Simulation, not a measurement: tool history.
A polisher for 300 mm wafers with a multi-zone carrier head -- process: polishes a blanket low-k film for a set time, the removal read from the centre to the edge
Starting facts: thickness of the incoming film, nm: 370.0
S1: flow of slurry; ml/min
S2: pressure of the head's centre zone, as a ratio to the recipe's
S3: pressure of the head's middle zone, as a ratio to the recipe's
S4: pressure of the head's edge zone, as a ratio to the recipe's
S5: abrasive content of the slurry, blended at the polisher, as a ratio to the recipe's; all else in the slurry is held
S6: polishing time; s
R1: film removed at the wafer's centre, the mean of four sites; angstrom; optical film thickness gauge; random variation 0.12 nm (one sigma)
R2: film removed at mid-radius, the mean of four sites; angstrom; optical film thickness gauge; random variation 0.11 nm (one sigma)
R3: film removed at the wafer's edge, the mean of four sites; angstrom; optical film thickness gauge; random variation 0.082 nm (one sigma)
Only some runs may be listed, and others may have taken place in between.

| run | hour | S1 | S2 | S3 | S4 | S5 | S6 | R1 | R2 | R3 |
|---|---|---|---|---|---|---|---|---|---|---|
| 1 | 0 | 165 | 1 | 1 | 1 | 1 | 43 | 125.4 | 129.44 | 130.29 |
| 2 | 7 | 125 | 1 | 1 | 1 | 1 | 43 | 114.55 | 116.93 | 120.87 |
| 3 | 8.7 | 125 | 1.01 | 0.99 | 0.98 | 0.95 | 43 | 113.41 | 114.32 | 118.2 |
| 4 | 9.6 | 125 | 1.02 | 0.98 | 0.97 | 0.9 | 43 | 109.94 | 107.78 | 111.6 |
| 5 | 12.9 | 125 | 1.06 | 0.98 | 0.97 | 0.9 | 43 | 114.16 | 108.7 | 114.11 |
| 6 | 17.4 | 125 | 1.06 | 0.98 | 0.97 | 1.1 | 43 | 130.79 | 122.42 | 128.2 |
| 7 | 24 | 125 | 1.06 | 0.97 | 0.95 | 1.05 | 43 | 124.21 | 118.46 | 123.74 |
| 8 | 26.2 | 145 | 1.16 | 0.89 | 0.87 | 0.8 | 39 | 108.74 | 87.865 | 91.772 |
| 9 | 28.2 | 145 | 1.16 | 0.89 | 0.87 | 0.8 | 39 | 108.98 | 87.202 | 91.16 |

Forecast run 10:
|  | 34.8 | slurry nozzle cleaned |
| 10 | 34.8 | 140 | 1.15 | 0.89 | 0.87 | 0.8 | 39 | ? | ? | ? |

Run 10 yielded R1 120.14 angstrom, R2 97.018 angstrom, R3 97.156 angstrom.

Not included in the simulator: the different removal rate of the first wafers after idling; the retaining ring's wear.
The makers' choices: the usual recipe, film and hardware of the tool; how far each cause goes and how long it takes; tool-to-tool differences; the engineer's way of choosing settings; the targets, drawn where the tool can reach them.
